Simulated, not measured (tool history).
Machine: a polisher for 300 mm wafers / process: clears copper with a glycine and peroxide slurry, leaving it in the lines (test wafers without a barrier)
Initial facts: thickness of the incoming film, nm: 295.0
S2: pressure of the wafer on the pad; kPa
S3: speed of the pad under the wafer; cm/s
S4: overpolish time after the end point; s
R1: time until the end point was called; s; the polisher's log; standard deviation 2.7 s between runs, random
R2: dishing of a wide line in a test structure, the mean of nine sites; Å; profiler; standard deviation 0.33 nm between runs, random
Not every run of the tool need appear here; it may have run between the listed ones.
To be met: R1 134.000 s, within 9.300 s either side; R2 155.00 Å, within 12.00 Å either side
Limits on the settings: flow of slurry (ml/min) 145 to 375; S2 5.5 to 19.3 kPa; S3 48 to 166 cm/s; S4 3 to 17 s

Run 1, hour 0.0: flow of slurry (ml/min) 240, S2 12.4 kPa, S3 106 cm/s, S4 9 s. Result: R1 83.972 s, R2 269.18 Å.
Run 2, hour 1.5: flow of slurry (ml/min) 240, S2 10.3 kPa, S3 102 cm/s, S4 9 s. Result: R1 98.912 s, R2 230.89 Å.
Run 3, hour 8.4: flow of slurry (ml/min) 240, S2 10.3 kPa, S3 112 cm/s, S4 9 s. Result: R1 89.751 s, R2 248.20 Å.
Run 4, hour 10.6: flow of slurry (ml/min) 300, S2 10.3 kPa, S3 112 cm/s, S4 9 s. Result: R1 90.857 s, R2 254.06 Å.
Run 5, hour 14.6: flow of slurry (ml/min) 300, S2 10.3 kPa, S3 136 cm/s, S4 9 s. Result: R1 78.412 s, R2 282.34 Å.
Run 6, hour 15.7: flow of slurry (ml/min) 300, S2 9.0 kPa, S3 124 cm/s, S4 9 s. Result: R1 92.649 s, R2 255.51 Å.
At hour 19.4: worn pad replaced by a new one.
Run 7, hour 19.4: flow of slurry (ml/min) 300, S2 8.3 kPa, S3 114 cm/s, S4 8 s. Result: R1 94.462 s, R2 199.46 Å.
Run 8, hour 26.0: flow of slurry (ml/min) 265, S2 5.5 kPa, S3 84 cm/s, S4 11 s. Result: R1 151.040 s, R2 189.92 Å.
Run 9, hour 27.0: flow of slurry (ml/min) 265, S2 5.5 kPa, S3 84 cm/s, S4 10 s. Result: R1 148.160 s, R2 167.89 Å.

Which single option among these 4 for the next run brings every result within its allowed miss of target? Just one does.
Run A, hour 28.0: flow of slurry (ml/min) 270, S2 6.9 kPa, S3 94 cm/s, S4 9 s. Result: R1 ?, R2 ?.
Run B, hour 28.0: flow of slurry (ml/min) 250, S2 6.2 kPa, S3 72 cm/s, S4 11 s. Result: R1 ?, R2 ?.
Run C, hour 28.0: flow of slurry (ml/min) 290, S2 5.5 kPa, S3 68 cm/s, S4 11 s. Result: R1 ?, R2 ?.
Run D, hour 28.0: flow of slurry (ml/min) 225, S2 7.6 kPa, S3 82 cm/s, S4 8 s. Result: R1 ?, R2 ?.

move       R1      R2
   A  124.910  191.50
   B  155.460  188.95
   C  166.760  176.79
   D  131.140  163.90
A: the furthest-off result lands on target, but another misses its tolerance
B: misses by more than the last run did
C: misses by more than the last run did
D: each result inside its tolerance
D meets every target.
